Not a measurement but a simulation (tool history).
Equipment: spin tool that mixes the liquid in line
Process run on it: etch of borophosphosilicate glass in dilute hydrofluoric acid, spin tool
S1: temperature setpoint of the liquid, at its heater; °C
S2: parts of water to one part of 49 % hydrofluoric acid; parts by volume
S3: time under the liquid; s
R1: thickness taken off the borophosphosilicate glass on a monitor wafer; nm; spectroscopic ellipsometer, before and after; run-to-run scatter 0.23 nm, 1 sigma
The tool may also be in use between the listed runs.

Run 1, hour 0.0: S1 24.0 °C, S2 300 parts by volume, S3 70 s. Result: R1 8.1482 nm.
Run 2, hour 8.0: S1 24.0 °C, S2 300 parts by volume, S3 70 s. Result: R1 8.1263 nm.
Run 3, hour 8.6: S1 24.0 °C, S2 400 parts by volume, S3 70 s. Result: R1 5.6327 nm.
Run 4, hour 15.8: S1 26.0 °C, S2 305 parts by volume, S3 70 s. Result: R1 8.4032 nm.
Run 5, hour 23.0: S1 27.5 °C, S2 235 parts by volume, S3 70 s. Result: R1 12.4630 nm.
Run 6, hour 31.0: S1 28.5 °C, S2 185 parts by volume, S3 70 s. Result: R1 17.5960 nm.
Run 7, hour 33.5: S1 29.5 °C, S2 160 parts by volume, S3 70 s. Result: R1 21.4600 nm.
Run 8, hour 40.4: S1 30.0 °C, S2 145 parts by volume, S3 70 s. Result: R1 24.7180 nm.
Run 9, hour 48.6: S1 30.5 °C, S2 140 parts by volume, S3 70 s. Result: R1 26.3020 nm.
Run 10, hour 54.3: S1 32.0 °C, S2 105 parts by volume, S3 70 s. Result: R1 38.5330 nm.
Run 11, hour 57.7: S1 31.5 °C, S2 105 parts by volume, S3 70 s. Result: R1 38.3480 nm.
Run 12, hour 58.4: S1 31.0 °C, S2 105 parts by volume, S3 70 s. Result: R1 37.1330 nm.
Run 13, hour 61.7: S1 30.0 °C, S2 105 parts by volume, S3 70 s. Result: R1 35.7790 nm.
At hour 62.8: thermometer replaced.
Run 14, hour 62.8: S1 28.5 °C, S2 105 parts by volume, S3 70 s. Result: R1 36.5950 nm.

Run 15 is up next; what results do you expect?
Run 15, hour 68.4: S1 28.5 °C, S2 110 parts by volume, S3 70 s. Result: R1 ?.

{"run 15": {"R1": 34.931}}
